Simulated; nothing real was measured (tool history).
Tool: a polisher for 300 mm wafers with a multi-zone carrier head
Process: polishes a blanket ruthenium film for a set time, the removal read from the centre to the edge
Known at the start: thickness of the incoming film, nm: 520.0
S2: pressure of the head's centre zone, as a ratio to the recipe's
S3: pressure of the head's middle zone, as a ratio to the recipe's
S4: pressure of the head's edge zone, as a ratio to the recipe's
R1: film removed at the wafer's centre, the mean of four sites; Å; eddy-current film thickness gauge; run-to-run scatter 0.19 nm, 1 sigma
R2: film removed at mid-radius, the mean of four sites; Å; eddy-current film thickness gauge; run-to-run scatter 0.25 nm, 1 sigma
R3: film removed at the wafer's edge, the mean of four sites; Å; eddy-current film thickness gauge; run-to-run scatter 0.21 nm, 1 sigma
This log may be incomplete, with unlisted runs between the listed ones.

Run 1, day 0: flow of slurry (ml/min) 135, S2 1, S3 1, S4 1, polishing time (s) 32. Result: R1 362.22 Å, R2 377.93 Å, R3 394.22 Å.
Run 2, day 0.112: flow of slurry (ml/min) 125, S2 0.96, S3 1.02, S4 0.95, polishing time (s) 30. Result: R1 317.01 Å, R2 352.35 Å, R3 358.22 Å.
Run 3, day 0.192: flow of slurry (ml/min) 125, S2 0.96, S3 0.94, S4 0.95, polishing time (s) 30. Result: R1 316.63 Å, R2 330.3 Å, R3 355.41 Å.
Run 4, day 0.417: flow of slurry (ml/min) 125, S2 0.96, S3 0.94, S4 0.95, polishing time (s) 35. Result: R1 369.5 Å, R2 388.93 Å, R3 415.86 Å.
At day 0.529: slurry nozzle cleaned.
Run 5, day 0.529: flow of slurry (ml/min) 125, S2 0.94, S3 0.99, S4 0.91, polishing time (s) 32. Result: R1 376.79 Å, R2 420.28 Å, R3 404.43 Å.
Run 6, day 0.871: flow of slurry (ml/min) 95, S2 0.94, S3 0.99, S4 0.91, polishing time (s) 32. Result: R1 353.14 Å, R2 388.26 Å, R3 385.61 Å.
Run 7, day 1.208: flow of slurry (ml/min) 115, S2 0.93, S3 1.03, S4 0.93, polishing time (s) 29. Result: R1 332.63 Å, R2 383.13 Å, R3 362.1 Å.

For run 8, what comes out?
Run 8, day 1.304: flow of slurry (ml/min) 125, S2 0.9, S3 1.03, S4 0.94, polishing time (s) 26. Result: R1 ?, R2 ?, R3 ?.

{"run 8": {"R1": 296.51, "R2": 347.86, "R3": 334.45}}
